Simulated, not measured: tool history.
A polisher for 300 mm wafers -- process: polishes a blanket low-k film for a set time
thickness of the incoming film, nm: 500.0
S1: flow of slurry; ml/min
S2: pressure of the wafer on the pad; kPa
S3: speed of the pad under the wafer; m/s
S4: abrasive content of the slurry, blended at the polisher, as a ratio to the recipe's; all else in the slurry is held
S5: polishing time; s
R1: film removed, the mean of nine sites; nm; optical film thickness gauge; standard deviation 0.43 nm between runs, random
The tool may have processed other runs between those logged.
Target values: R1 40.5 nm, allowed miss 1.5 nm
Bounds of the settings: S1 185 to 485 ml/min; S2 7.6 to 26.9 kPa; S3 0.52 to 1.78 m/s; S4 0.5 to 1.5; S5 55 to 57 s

| run | hour | S1 | S2 | S3 | S4 | S5 | R1 |
|---|---|---|---|---|---|---|---|
| 1 | 0 | 310 | 17.2 | 1.14 | 1 | 55 | 32.332 |
| 2 | 5.4 | 255 | 17.2 | 1.14 | 1 | 55 | 31.505 |
| 3 | 9 | 260 | 17.9 | 1.14 | 1 | 55 | 32.974 |
| 4 | 10.4 | 260 | 17.9 | 1.14 | 1.2 | 55 | 35.409 |
| 5 | 18.5 | 260 | 18.6 | 1.14 | 1.2 | 55 | 36.604 |
| 6 | 23.3 | 200 | 18.6 | 1.14 | 1.2 | 55 | 36.166 |
| 7 | 27.2 | 200 | 19.3 | 1.14 | 1.2 | 55 | 37.468 |
| 8 | 31.7 | 200 | 19.3 | 1.14 | 1.2 | 55 | 36.139 |
| 9 | 39 | 210 | 20 | 1.14 | 1.2 | 55 | 38.08 |

Consider the 4 candidate settings below. Which is the only one whose results all fall within their allowed miss of target?
| A | 46.3 | 220 | 22.1 | 1.26 | 1.2 | 55 | ? |
| B | 46.3 | 295 | 19.3 | 1.32 | 1.05 | 56 | ? |
| C | 46.3 | 220 | 21.4 | 1.2 | 1.2 | 57 | ? |
| D | 46.3 | 185 | 22.8 | 1.18 | 1.4 | 55 | ? |

| move | R1 |
|---|---|
| A | 44.996 |
| B | 40.605 |
| C | 43.773 |
| D | 46.117 |
A: takes the biggest miss from the last run beyond its target
B: in spec on every target
C: takes the biggest miss from the last run beyond its target
D: takes the biggest miss from the last run beyond its target
B is the move that brings every result within its allowed miss.
